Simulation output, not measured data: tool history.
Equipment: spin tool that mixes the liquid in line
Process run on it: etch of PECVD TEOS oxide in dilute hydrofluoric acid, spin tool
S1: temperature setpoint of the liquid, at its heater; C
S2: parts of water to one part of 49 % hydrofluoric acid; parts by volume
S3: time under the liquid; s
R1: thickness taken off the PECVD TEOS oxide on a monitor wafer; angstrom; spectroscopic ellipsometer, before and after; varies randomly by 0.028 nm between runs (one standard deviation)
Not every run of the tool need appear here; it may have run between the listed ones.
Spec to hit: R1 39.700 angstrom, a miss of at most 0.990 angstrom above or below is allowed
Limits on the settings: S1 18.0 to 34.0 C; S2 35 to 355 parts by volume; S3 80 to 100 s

{"run": 1, "hour": 0.0, "S1": 26.0, "S2": 195, "S3": 100, "R1": 62.95}
{"run": 2, "hour": 8.7, "S1": 25.5, "S2": 200, "S3": 100, "R1": 59.322}
{"run": 3, "hour": 12.6, "S1": 25.0, "S2": 200, "S3": 100, "R1": 59.186}
{"run": 4, "hour": 20.2, "S1": 24.5, "S2": 205, "S3": 100, "R1": 56.398}
{"run": 5, "hour": 21.4, "S1": 24.0, "S2": 210, "S3": 100, "R1": 53.142}
{"run": 6, "hour": 28.2, "S1": 23.5, "S2": 210, "S3": 100, "R1": 51.603}
{"run": 7, "hour": 34.5, "S1": 23.0, "S2": 210, "S3": 100, "R1": 51.004}
{"hour": 43.2, "done": "thermometer replaced"}
{"run": 8, "hour": 43.2, "S1": 19.0, "S2": 230, "S3": 100, "R1": 37.24}
{"run": 9, "hour": 46.3, "S1": 20.0, "S2": 230, "S3": 100, "R1": 38.289}

Which one of the following 4 next-run settings gets every result inside its allowed miss? There is exactly one.
{"run": "A", "hour": 49.4, "S1": 24.0, "S2": 230, "S3": 95, "R1": "?"}
{"run": "B", "hour": 49.4, "S1": 20.5, "S2": 240, "S3": 100, "R1": "?"}
{"run": "C", "hour": 49.4, "S1": 25.5, "S2": 265, "S3": 95, "R1": "?"}
{"run": "D", "hour": 49.4, "S1": 20.5, "S2": 220, "S3": 95, "R1": "?"}

move=A R1=42.240
move=B R1=37.079
move=C R1=37.287
move=D R1=39.175
A: takes the biggest miss from the last run beyond its target
B: further off than the last run
C: further off than the last run
D: hits every target within its allowed miss
Go with D: it meets all targets.
